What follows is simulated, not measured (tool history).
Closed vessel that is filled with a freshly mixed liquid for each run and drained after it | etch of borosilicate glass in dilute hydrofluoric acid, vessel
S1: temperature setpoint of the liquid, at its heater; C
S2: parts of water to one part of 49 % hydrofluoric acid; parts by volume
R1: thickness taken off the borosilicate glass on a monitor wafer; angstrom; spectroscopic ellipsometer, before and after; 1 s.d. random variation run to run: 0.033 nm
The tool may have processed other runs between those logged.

Run 1, day 0.000: S1 26.0 C, S2 140 parts by volume, time in the liquid (s) 30. Result: R1 48.277 angstrom.
Run 2, day 0.279: S1 23.0 C, S2 140 parts by volume, time in the liquid (s) 30. Result: R1 42.980 angstrom.
Run 3, day 0.562: S1 23.0 C, S2 140 parts by volume, time in the liquid (s) 30. Result: R1 42.747 angstrom.
Run 4, day 0.758: S1 20.0 C, S2 140 parts by volume, time in the liquid (s) 30. Result: R1 38.068 angstrom.
Run 5, day 0.808: S1 24.5 C, S2 130 parts by volume, time in the liquid (s) 30. Result: R1 49.284 angstrom.
Run 6, day 0.883: S1 27.5 C, S2 120 parts by volume, time in the liquid (s) 30. Result: R1 60.574 angstrom.

Predict the results of run 7:
Run 7, day 1.246: S1 29.5 C, S2 115 parts by volume, time in the liquid (s) 30. Result: R1 ?.

R1: 68.829 angstrom
